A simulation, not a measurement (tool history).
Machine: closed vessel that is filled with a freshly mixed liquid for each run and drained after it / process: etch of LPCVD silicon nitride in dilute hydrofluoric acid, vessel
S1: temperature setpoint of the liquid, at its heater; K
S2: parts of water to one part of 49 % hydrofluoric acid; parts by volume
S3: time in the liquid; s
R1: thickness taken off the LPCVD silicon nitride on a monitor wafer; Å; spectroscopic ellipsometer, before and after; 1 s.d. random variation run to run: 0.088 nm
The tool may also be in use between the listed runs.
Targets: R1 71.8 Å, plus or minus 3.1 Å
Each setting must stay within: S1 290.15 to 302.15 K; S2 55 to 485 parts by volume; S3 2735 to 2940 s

Run 1, hour 0: S1 294.15 K, S2 270 parts by volume, S3 2735 s. Result: R1 43.309 Å.
Run 2, hour 2.3: S1 291.65 K, S2 270 parts by volume, S3 2735 s. Result: R1 36.173 Å.
Run 3, hour 10.9: S1 293.15 K, S2 270 parts by volume, S3 2735 s. Result: R1 40.341 Å.
Run 4, hour 13.6: S1 294.65 K, S2 270 parts by volume, S3 2735 s. Result: R1 43.838 Å.
Run 5, hour 23.3: S1 295.65 K, S2 265 parts by volume, S3 2735 s. Result: R1 46.65 Å.
Run 6, hour 28.5: S1 295.65 K, S2 265 parts by volume, S3 2940 s. Result: R1 51.065 Å.
Run 7, hour 32.3: S1 296.65 K, S2 265 parts by volume, S3 2940 s. Result: R1 54.882 Å.
Run 8, hour 40.3: S1 297.15 K, S2 265 parts by volume, S3 2940 s. Result: R1 55.214 Å.
Run 9, hour 44.6: S1 297.65 K, S2 265 parts by volume, S3 2940 s. Result: R1 57.355 Å.
Run 10, hour 51.7: S1 301.65 K, S2 260 parts by volume, S3 2940 s. Result: R1 76.078 Å.

Which one of the following 4 next-run settings gets every result inside its allowed miss? There is exactly one.
Run A, hour 58.8: S1 300.15 K, S2 260 parts by volume, S3 2735 s. Result: R1 ?.
Run B, hour 58.8: S1 301.15 K, S2 255 parts by volume, S3 2820 s. Result: R1 ?.
Run C, hour 58.8: S1 301.65 K, S2 285 parts by volume, S3 2735 s. Result: R1 ?.
Run D, hour 58.8: S1 301.65 K, S2 250 parts by volume, S3 2940 s. Result: R1 ?.

move      R1
   A  65.281
   B  72.932
   C  65.173
   D  79.945
A: takes the biggest miss from the last run beyond its target
B: every result lands within tolerance
C: takes the biggest miss from the last run beyond its target
D: moves away from the targets compared with the last run
B meets every target.
